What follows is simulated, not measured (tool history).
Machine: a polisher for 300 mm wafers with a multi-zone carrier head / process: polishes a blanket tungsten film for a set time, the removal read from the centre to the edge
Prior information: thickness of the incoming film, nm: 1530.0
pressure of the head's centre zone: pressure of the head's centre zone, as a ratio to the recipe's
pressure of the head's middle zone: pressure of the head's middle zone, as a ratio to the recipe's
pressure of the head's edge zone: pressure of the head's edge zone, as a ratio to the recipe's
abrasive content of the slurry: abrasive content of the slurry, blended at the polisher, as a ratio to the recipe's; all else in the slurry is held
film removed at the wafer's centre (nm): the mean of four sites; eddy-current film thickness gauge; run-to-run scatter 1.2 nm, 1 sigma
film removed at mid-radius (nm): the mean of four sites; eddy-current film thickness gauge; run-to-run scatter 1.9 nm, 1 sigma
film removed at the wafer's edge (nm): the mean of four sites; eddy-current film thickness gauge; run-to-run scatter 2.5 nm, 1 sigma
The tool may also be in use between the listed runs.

run    day  flow of slurry (ml/min)  pressure of the head's centre zone  pressure of the head's middle zone  pressure of the head's edge zone  abrasive content of the slurry  polishing time (s)  film removed at the wafer's centre (nm)  film removed at mid-radius (nm)  film removed at the wafer's edge (nm)
  1  0.000                      215                                1.00                                1.00                              1.00                            1.00                  73                                   234.76                           236.30                                 234.58
  2  0.050                      210                                0.99                                0.99                              0.98                            1.00                  73                                   233.22                           234.32                                 227.76
  3  0.412                      205                                0.97                                0.98                              0.98                            1.00                  73                                   225.28                           229.85                                 231.50
  4  0.683                      205                                1.03                                0.98                              0.98                            1.00                  73                                   240.32                           229.72                                 232.37
  5  1.050                      245                                1.03                                0.98                              0.98                            1.00                  73                                   246.94                           239.84                                 235.91
  6  1.312                      245                                1.03                                0.98                              0.91                            1.00                  73                                   246.95                           236.68                                 224.95
  7  1.517                      235                                1.01                                0.97                              0.91                            1.00                  73                                   240.73                           233.00                                 225.23
  8  1.746                      175                                0.91                                0.92                              0.83                            0.85                  73                                   193.56                           205.96                                 195.61
  9  2.000                      175                                0.91                                0.92                              0.83                            0.85                  73                                   194.77                           207.18                                 201.67
 10  2.358                      175                                0.91                                0.92                              0.84                            0.85                  73                                   194.55                           206.55                                 196.65
 11  2.608                      180                                0.87                                0.89                              0.89                            1.05                  74                                   206.86                           220.46                                 227.49

Expected results for the next run?
 12  2.921                      175                                0.87                                0.89                              0.88                            1.05                  74                                        ?                                ?                                      ?

Run 12 measured film removed at the wafer's centre (nm) 204.49, film removed at mid-radius (nm) 224.19, film removed at the wafer's edge (nm) 222.11.
